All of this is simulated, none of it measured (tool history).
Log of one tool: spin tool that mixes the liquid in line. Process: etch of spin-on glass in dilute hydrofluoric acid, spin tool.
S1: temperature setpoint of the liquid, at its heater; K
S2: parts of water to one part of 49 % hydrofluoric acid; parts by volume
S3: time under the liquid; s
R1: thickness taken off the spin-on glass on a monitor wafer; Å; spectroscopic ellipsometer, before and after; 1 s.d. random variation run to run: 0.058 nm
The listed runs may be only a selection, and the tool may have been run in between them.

run  hour      S1   S2  S3       R1
  1   0.0  293.15  145  65  116.470
  2   4.9  292.65  145  65  115.200
  3   9.8  292.65  145  50   87.450
  4  15.3  294.65  145  50   95.456
  5  22.8  291.65  145  50   85.431
  6  25.5  292.15  145  50   87.190
  7  28.0  292.65  145  50   88.590

Run 8 has not been measured yet. What should we expect?
  8  30.4  293.15  145  50   ?

R1: 89.828 Å

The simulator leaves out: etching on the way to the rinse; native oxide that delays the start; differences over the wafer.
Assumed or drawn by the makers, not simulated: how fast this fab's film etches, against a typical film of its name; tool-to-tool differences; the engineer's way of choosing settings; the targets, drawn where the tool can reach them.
